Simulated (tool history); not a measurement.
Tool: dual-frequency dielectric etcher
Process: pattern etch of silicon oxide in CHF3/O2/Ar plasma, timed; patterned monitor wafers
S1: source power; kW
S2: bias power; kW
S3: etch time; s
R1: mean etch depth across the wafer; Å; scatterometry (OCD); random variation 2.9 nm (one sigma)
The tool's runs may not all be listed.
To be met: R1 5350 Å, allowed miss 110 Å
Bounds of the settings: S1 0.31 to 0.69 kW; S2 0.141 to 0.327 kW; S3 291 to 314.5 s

{"run": 1, "hour": 0.0, "S1": 0.5, "S2": 0.234, "S3": 314.5, "R1": 6297.1}
{"run": 2, "hour": 1.9, "S1": 0.5, "S2": 0.197, "S3": 314.5, "R1": 5879.7}
{"run": 3, "hour": 9.1, "S1": 0.56, "S2": 0.197, "S3": 314.5, "R1": 6235.3}
{"run": 4, "hour": 17.0, "S1": 0.65, "S2": 0.197, "S3": 314.5, "R1": 6593.9}
{"run": 5, "hour": 24.1, "S1": 0.61, "S2": 0.192, "S3": 314, "R1": 6410.4}
{"run": 6, "hour": 31.9, "S1": 0.61, "S2": 0.192, "S3": 314.5, "R1": 6423.8}
{"run": 7, "hour": 38.5, "S1": 0.61, "S2": 0.192, "S3": 314.5, "R1": 6315.5}
{"run": 8, "hour": 45.7, "S1": 0.58, "S2": 0.189, "S3": 314, "R1": 6230.8}
{"run": 9, "hour": 47.8, "S1": 0.55, "S2": 0.185, "S3": 313.5, "R1": 6071.8}
{"run": 10, "hour": 48.6, "S1": 0.53, "S2": 0.181, "S3": 313, "R1": 5955.8}
{"run": 11, "hour": 50.2, "S1": 0.51, "S2": 0.178, "S3": 312.5, "R1": 5785.6}
{"run": 12, "hour": 52.9, "S1": 0.5, "S2": 0.176, "S3": 312.5, "R1": 5720}
{"run": 13, "hour": 55.3, "S1": 0.49, "S2": 0.175, "S3": 312.5, "R1": 5692.7}
{"run": 14, "hour": 58.1, "S1": 0.48, "S2": 0.174, "S3": 312.5, "R1": 5629.9}
{"run": 15, "hour": 60.8, "S1": 0.47, "S2": 0.173, "S3": 312.5, "R1": 5585}
{"run": 16, "hour": 62.9, "S1": 0.46, "S2": 0.172, "S3": 312.5, "R1": 5483.5}

5 next moves are on the table. One of them brings every result within its allowed miss. Which?
{"run": "A", "hour": 65.0, "S1": 0.47, "S2": 0.194, "S3": 291, "R1": "?"}
{"run": "B", "hour": 65.0, "S1": 0.45, "S2": 0.181, "S3": 314.5, "R1": "?"}
{"run": "C", "hour": 65.0, "S1": 0.58, "S2": 0.15, "S3": 314.5, "R1": "?"}
{"run": "D", "hour": 65.0, "S1": 0.46, "S2": 0.208, "S3": 306.5, "R1": "?"}
{"run": "E", "hour": 65.0, "S1": 0.49, "S2": 0.18, "S3": 307, "R1": "?"}

move=A R1=5375.1
move=B R1=5597
move=C R1=5867.3
move=D R1=5732.3
move=E R1=5639.1
A: meets every target
B: further off than the last run
C: further off than the last run
D: further off than the last run
E: further off than the last run
The right move is A.

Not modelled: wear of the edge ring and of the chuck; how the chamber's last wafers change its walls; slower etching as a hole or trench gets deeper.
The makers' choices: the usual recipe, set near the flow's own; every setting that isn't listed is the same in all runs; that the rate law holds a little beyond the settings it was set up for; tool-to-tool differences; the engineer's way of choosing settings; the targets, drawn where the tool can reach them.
